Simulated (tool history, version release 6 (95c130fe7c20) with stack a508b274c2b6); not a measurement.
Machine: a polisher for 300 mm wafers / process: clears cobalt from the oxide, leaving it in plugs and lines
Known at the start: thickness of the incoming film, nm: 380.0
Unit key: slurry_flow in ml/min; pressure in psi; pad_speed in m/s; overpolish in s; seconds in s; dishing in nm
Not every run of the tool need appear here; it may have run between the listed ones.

| run | day | slurry_flow | pressure | pad_speed | overpolish | seconds | dishing |
|---|---|---|---|---|---|---|---|
| 1 | 0.000 | 240 | 2.2 | 1.28 | 23 | 60.215 | 47.338 |
| 2 | 0.062 | 295 | 2.2 | 1.28 | 23 | 58.147 | 46.719 |
| 3 | 0.342 | 295 | 2.2 | 1.28 | 18 | 57.580 | 44.426 |
| 4 | 0.488 | 295 | 2.2 | 1.28 | 14 | 57.997 | 41.600 |
| 5 | 0.579 | 295 | 2.2 | 1.04 | 14 | 72.211 | 38.431 |
| 6 | 0.829 | 295 | 2.5 | 1.10 | 14 | 59.775 | 40.803 |
| 7 | 0.975 | 295 | 2.7 | 1.14 | 13 | 54.063 | 40.539 |

Forecast run 8:
| 8 | 1.246 | 295 | 2.9 | 1.20 | 13 | ? | ? |

seconds: 47.114 s
dishing: 42.848 nm
